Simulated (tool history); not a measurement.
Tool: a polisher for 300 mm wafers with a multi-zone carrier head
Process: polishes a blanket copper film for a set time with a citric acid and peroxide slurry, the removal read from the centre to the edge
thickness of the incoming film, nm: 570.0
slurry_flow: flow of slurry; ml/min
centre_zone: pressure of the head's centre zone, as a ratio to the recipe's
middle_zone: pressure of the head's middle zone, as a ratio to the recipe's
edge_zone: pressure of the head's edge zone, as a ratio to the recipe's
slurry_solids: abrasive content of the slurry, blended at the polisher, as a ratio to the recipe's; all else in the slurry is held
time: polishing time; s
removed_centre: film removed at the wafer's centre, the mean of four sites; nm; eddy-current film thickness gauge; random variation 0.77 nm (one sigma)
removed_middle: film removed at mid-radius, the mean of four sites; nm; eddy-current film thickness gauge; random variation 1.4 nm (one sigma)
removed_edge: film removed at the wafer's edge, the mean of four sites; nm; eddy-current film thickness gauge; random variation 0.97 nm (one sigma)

run	hour	slurry_flow	centre_zone	middle_zone	edge_zone	slurry_solids	time	removed_centre	removed_middle	removed_edge
1	0	320	1	1	1	1	76	173.18	174.86	158.51
2	6.7	320	0.97	1	1	1	76	167.18	173.14	161.44
3	12.2	320	0.97	1	1	1	63	138.96	146.24	133.23
4	18.6	310	0.93	1.01	0.96	0.9	63	128.14	142.43	126.8
5	21.2	300	0.9	1.01	0.93	0.9	63	125.15	140.65	125.32
# hour 30.2: edge zone pressure recalibrated
6	30.2	295	0.88	1.02	0.92	0.85	63	118.83	138.11	129.02
7	35.1	315	0.88	1.04	0.9	0.8	62	118.17	137.89	123.4

Run 8 comes next. What will it give?
8	35.8	305	0.87	1.05	0.88	0.75	62	?	?	?

{"run 8": {"removed_centre": 113.19, "removed_middle": 130.77, "removed_edge": 119.37}}
